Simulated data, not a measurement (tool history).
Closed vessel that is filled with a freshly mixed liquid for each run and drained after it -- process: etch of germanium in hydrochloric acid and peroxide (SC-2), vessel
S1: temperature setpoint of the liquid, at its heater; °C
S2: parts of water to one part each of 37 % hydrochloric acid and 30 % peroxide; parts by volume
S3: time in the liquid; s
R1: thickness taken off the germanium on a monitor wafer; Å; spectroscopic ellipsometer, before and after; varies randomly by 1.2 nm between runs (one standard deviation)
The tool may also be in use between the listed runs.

run  hour    S1  S2  S3      R1
  1     0    51   8  30  965.86
  2   8.7    54   8  30  1051.1
  3    14  51.5   8  30  964.81
  4  16.5  51.5  10  30  970.26
  5  18.2  54.5  10  30  1043.6
  6    26  47.5  10  30  840.87
  7  29.8  47.5  10  30  847.99
  8  35.8    52  10  30  978.69
  9  38.2    55  10  30  1046.3

The next listed run, before its measurement:
 10    47  57.5  10  30   ?

Logged for run 10: R1 1144.4 Å.
